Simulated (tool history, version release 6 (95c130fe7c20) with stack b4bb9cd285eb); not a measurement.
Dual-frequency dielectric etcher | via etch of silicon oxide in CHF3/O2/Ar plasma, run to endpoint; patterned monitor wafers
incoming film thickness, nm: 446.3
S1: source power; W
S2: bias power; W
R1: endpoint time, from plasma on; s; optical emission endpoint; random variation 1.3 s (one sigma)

run  hour   S1   S2      R1
  1   0.0  630  161  239.48
  2   0.7  670  165  229.83
  3   6.2  700  167  223.92
  4   7.8  720  169  218.96
  5  16.2  770  169  214.85
  6  21.1  770  159  215.49

Run 7 comes next. What will it give?
     29.1  -- source power generator calibrated
  7  29.1  780  160   ?

{"run 7": {"R1": 220.5}}
